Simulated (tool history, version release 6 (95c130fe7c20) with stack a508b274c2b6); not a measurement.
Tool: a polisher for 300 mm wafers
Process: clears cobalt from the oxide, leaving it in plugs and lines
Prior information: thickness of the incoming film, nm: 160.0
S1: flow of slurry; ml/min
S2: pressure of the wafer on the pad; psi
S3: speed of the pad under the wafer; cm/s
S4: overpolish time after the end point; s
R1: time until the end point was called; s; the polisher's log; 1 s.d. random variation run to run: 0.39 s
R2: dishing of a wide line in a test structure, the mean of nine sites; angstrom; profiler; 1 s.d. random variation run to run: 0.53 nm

run 1 hour=0.0 | S1=265 S2=2.0 S3=108 S4=26 | R1=29.334 R2=260.57
run 2 hour=5.1 | S1=265 S2=2.0 S3=108 S4=22 | R1=28.485 R2=253.57
run 3 hour=11.0 | S1=265 S2=2.0 S3=108 S4=13 | R1=28.768 R2=242.38
run 4 hour=15.1 | S1=265 S2=2.0 S3=108 S4=8 | R1=29.289 R2=207.40
run 5 hour=18.3 | S1=265 S2=2.0 S3=134 S4=8 | R1=24.541 R2=210.79
run 6 hour=23.6 | S1=265 S2=1.8 S3=132 S4=13 | R1=27.629 R2=232.86
run 7 hour=32.0 | S1=265 S2=1.6 S3=132 S4=14 | R1=31.540 R2=243.63

Predict the results of run 8:
run 8 hour=38.7 | S1=265 S2=1.5 S3=132 S4=14 | R1=? R2=?

Run 8 came out at R1 32.590 s, R2 237.71 angstrom.
